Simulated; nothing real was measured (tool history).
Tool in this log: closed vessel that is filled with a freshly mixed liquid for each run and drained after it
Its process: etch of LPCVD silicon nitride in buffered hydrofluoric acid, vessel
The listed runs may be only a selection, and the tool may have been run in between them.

run	hour	temperature setpoint of the liquid (K)	parts of 40 % ammonium fluoride to one part of 49 % hydrofluoric acid (parts by volume)	time in the liquid (s)	thickness taken off the LPCVD silicon nitride on a monitor wafer (Å)
1	0	295.15	17.5	2280	196.27
2	7.9	292.65	17.5	2280	170.4
3	10.6	292.65	14	2280	210.65
4	14.6	293.65	13.5	2280	232.51
5	22.5	294.65	13	2280	256.39
6	30.3	294.65	13	2280	255.74
7	36.3	295.65	13	2280	271.22
8	43.8	296.65	13	2280	286.56
9	51.3	297.65	12.5	2280	313.31

Run 10 is up next; what results do you expect?
10	53.8	298.15	12.5	2280	?

thickness taken off the LPCVD silicon nitride on a monitor wafer (Å): 320.27

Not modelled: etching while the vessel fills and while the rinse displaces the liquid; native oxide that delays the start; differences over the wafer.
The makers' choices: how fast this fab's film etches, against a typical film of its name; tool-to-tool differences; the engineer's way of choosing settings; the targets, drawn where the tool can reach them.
